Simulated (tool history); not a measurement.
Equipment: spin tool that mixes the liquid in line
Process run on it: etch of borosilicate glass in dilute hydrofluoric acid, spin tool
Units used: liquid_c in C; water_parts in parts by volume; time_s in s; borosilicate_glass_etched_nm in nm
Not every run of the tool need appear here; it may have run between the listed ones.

run  hour  liquid_c  water_parts  time_s  borosilicate_glass_etched_nm
  1     0        21          240      30                        2.7489
  2   6.2      18.5          240      30                        2.4788
  3  10.9        20          240      30                        2.5983
  4  11.5        20          290      30                        2.0892
  5  19.7        20          230      30                        2.7522
  6  27.7        21          230      30                        2.8802
  7  31.6        22          230      30                        2.9987

What will run 8 give?
  8    34        23          230      30                             ?

borosilicate_glass_etched_nm: 3.1292 nm

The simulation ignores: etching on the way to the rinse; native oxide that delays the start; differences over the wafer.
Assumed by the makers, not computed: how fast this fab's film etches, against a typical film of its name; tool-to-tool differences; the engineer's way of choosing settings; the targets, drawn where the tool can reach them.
